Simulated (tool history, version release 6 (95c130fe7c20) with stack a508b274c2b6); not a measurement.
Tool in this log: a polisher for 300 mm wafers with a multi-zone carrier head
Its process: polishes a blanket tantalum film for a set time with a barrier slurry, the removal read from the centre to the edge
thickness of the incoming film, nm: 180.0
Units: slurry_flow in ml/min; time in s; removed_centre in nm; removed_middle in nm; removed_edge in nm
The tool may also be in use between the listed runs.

run	hour	slurry_flow	centre_zone	middle_zone	edge_zone	slurry_solids	time	removed_centre	removed_middle	removed_edge
1	0	130	1	1	1	1	41	55.058	54.217	54.639
2	5.6	125	0.97	1.01	0.96	0.9	38	47.616	48.188	49.758
3	11.5	125	0.97	1.01	0.96	1.05	38	49.704	50.915	50.746
4	15.6	125	0.97	1.01	0.96	1.05	44	57.96	59.336	59.706
5	20	150	0.97	1.01	0.96	1.05	44	59.035	61.305	61.566
6	26.4	150	0.97	1.01	0.96	1.05	51	69.733	71.866	70.288
7	32	140	0.97	1.05	0.92	0.9	45	57.911	59.491	58.652
8	37.1	135	0.95	1.08	0.89	0.85	40	48.862	54.129	48.839
9	39.2	100	0.85	0.98	0.81	0.6	30	26.335	30.507	28.653
10	45.1	135	0.85	1.04	0.83	0.6	30	27.912	34.309	30.736
11	52.6	145	0.86	1.04	0.83	0.6	30	28.885	33.957	32.261

Expected results for the next run?
12	59.5	145	0.87	1.06	0.83	0.6	30	?	?	?

Run 12 produced removed_centre 29.443 nm, removed_middle 34.745 nm, removed_edge 31.04 nm.
